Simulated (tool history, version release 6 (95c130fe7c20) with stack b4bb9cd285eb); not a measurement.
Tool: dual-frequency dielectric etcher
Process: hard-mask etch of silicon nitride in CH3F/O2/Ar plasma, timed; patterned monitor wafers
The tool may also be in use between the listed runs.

run  hour  source power (W)  bias power (W)  etch time (s)  mean etch depth across the wafer (nm)
  1   0.0               550              97          163.0                                 125.60
  2   6.8               470              97          163.0                                 120.84
  3   9.9               460              95          162.5                                 118.96
  4  12.2               460              80          162.5                                 112.48
  5  17.6               450              79          162.5                                 110.65
  6  26.1               450              62          162.5                                 100.04

The next listed run, before its measurement:
  7  30.8               460              63          162.5                                      ?

{"run 7": {"mean etch depth across the wafer (nm)": 102.2}}

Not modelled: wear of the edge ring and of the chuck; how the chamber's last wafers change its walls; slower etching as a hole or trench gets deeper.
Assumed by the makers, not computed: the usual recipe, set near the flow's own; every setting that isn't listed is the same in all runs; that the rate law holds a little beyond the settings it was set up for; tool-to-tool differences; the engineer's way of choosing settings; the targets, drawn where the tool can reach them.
